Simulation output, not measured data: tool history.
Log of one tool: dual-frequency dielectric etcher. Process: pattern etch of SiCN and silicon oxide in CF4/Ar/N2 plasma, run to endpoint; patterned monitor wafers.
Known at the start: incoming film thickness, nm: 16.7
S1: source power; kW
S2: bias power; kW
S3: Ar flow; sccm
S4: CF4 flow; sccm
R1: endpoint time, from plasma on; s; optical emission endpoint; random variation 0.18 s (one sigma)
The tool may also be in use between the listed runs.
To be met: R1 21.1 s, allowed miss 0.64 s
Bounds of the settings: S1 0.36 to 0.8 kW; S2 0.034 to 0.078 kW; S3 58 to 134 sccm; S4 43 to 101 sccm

run	day	S1	S2	S3	S4	R1
1	0	0.58	0.056	96	72	15.734
2	0.092	0.54	0.055	96	72	16.923
3	0.346	0.54	0.055	96	84	16.283
4	0.683	0.51	0.054	96	84	17.271
5	0.946	0.48	0.054	96	84	18.747
6	1.008	0.39	0.054	96	84	23.178
7	1.088	0.4	0.054	96	84	22.597
8	1.425	0.41	0.054	96	84	21.817

Which of these 4 next moves meets every target?
A	1.762	0.39	0.054	89	91	?
B	1.762	0.43	0.057	88	69	?
C	1.762	0.42	0.041	95	84	?
D	1.762	0.41	0.053	93	74	?

move	R1
A	22.685
B	21.391
C	23.534
D	22.801
A: further off than the last run
B: meets every target
C: further off than the last run
D: further off than the last run
Move B is the one to make.
